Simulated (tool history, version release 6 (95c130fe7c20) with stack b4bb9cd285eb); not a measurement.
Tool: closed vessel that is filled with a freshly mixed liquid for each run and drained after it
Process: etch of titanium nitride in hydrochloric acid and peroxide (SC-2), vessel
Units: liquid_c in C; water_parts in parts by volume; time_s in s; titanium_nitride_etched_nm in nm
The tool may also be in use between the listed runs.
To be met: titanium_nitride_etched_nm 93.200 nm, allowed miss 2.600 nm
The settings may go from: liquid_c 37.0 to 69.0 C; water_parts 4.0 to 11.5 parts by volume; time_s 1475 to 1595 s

Run 1, hour 0.0: liquid_c 53.0 C, water_parts 6.5 parts by volume, time_s 1475 s. Result: titanium_nitride_etched_nm 51.101 nm.
Run 2, hour 3.2: liquid_c 53.0 C, water_parts 6.5 parts by volume, time_s 1475 s. Result: titanium_nitride_etched_nm 51.135 nm.
Run 3, hour 11.7: liquid_c 53.0 C, water_parts 8.5 parts by volume, time_s 1475 s. Result: titanium_nitride_etched_nm 41.541 nm.
Run 4, hour 16.2: liquid_c 55.0 C, water_parts 8.5 parts by volume, time_s 1475 s. Result: titanium_nitride_etched_nm 47.689 nm.
Run 5, hour 23.2: liquid_c 50.0 C, water_parts 8.5 parts by volume, time_s 1475 s. Result: titanium_nitride_etched_nm 33.670 nm.
Run 6, hour 31.1: liquid_c 47.0 C, water_parts 8.5 parts by volume, time_s 1475 s. Result: titanium_nitride_etched_nm 27.780 nm.
Run 7, hour 34.9: liquid_c 47.0 C, water_parts 8.5 parts by volume, time_s 1475 s. Result: titanium_nitride_etched_nm 28.045 nm.
Run 8, hour 40.7: liquid_c 50.0 C, water_parts 8.5 parts by volume, time_s 1475 s. Result: titanium_nitride_etched_nm 33.727 nm.
Run 9, hour 44.1: liquid_c 58.0 C, water_parts 8.5 parts by volume, time_s 1475 s. Result: titanium_nitride_etched_nm 57.695 nm.
Run 10, hour 49.3: liquid_c 58.0 C, water_parts 8.5 parts by volume, time_s 1475 s. Result: titanium_nitride_etched_nm 57.749 nm.

4 next moves are on the table. One of them brings every result within its allowed miss. Which?
Run A, hour 54.5: liquid_c 65.0 C, water_parts 11.5 parts by volume, time_s 1535 s. Result: titanium_nitride_etched_nm ?.
Run B, hour 54.5: liquid_c 53.0 C, water_parts 9.0 parts by volume, time_s 1475 s. Result: titanium_nitride_etched_nm ?.
Run C, hour 54.5: liquid_c 61.0 C, water_parts 6.5 parts by volume, time_s 1595 s. Result: titanium_nitride_etched_nm ?.
Run D, hour 54.5: liquid_c 52.5 C, water_parts 8.5 parts by volume, time_s 1475 s. Result: titanium_nitride_etched_nm ?.

move  titanium_nitride_etched_nm
   A                      71.919
   B                      39.761
   C                      92.761
   D                      40.311
A: nearer than the last run, and not there yet
B: further off than the last run
C: meets every target
D: further off than the last run
The right move is C.
